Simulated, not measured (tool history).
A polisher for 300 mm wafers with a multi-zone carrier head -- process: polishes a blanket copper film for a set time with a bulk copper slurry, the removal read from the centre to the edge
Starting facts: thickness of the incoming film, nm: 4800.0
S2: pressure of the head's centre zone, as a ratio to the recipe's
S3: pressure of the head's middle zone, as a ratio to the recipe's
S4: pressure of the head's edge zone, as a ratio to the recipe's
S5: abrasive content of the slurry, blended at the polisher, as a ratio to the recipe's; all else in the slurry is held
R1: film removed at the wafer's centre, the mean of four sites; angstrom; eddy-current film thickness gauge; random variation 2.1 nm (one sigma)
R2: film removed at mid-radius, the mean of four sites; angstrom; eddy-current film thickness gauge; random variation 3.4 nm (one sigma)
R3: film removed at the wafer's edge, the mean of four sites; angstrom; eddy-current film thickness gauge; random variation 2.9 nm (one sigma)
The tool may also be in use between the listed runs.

{"run": 1, "day": 0.0, "flow of slurry (ml/min)": 200, "S2": 1, "S3": 1, "S4": 1, "S5": 1, "polishing time (s)": 33, "R1": 3022.7, "R2": 3065.2, "R3": 3095.8}
{"run": 2, "day": 0.325, "flow of slurry (ml/min)": 200, "S2": 1, "S3": 1, "S4": 1.08, "S5": 1, "polishing time (s)": 33, "R1": 3061.4, "R2": 3085.6, "R3": 3203.7}
{"run": 3, "day": 0.483, "flow of slurry (ml/min)": 200, "S2": 1, "S3": 1, "S4": 1.08, "S5": 1, "polishing time (s)": 25, "R1": 2276.1, "R2": 2335.5, "R3": 2424.4}
{"run": 4, "day": 0.658, "flow of slurry (ml/min)": 205, "S2": 1.01, "S3": 0.99, "S4": 1.09, "S5": 1.05, "polishing time (s)": 25, "R1": 2347, "R2": 2362.9, "R3": 2488.8}
{"run": 5, "day": 0.804, "flow of slurry (ml/min)": 205, "S2": 1.01, "S3": 0.99, "S4": 1.09, "S5": 1.05, "polishing time (s)": 28, "R1": 2608.1, "R2": 2611, "R3": 2773.9}
{"run": 6, "day": 1.162, "flow of slurry (ml/min)": 255, "S2": 1.01, "S3": 0.99, "S4": 1.09, "S5": 1.05, "polishing time (s)": 28, "R1": 2718.1, "R2": 2769.2, "R3": 2821.1}

What will run 7 give?
{"run": 7, "day": 1.262, "flow of slurry (ml/min)": 255, "S2": 1.02, "S3": 0.98, "S4": 1.09, "S5": 1.05, "polishing time (s)": 28, "R1": "?", "R2": "?", "R3": "?"}

{"run 7": {"R1": 2752.7, "R2": 2650.1, "R3": 2819.3}}

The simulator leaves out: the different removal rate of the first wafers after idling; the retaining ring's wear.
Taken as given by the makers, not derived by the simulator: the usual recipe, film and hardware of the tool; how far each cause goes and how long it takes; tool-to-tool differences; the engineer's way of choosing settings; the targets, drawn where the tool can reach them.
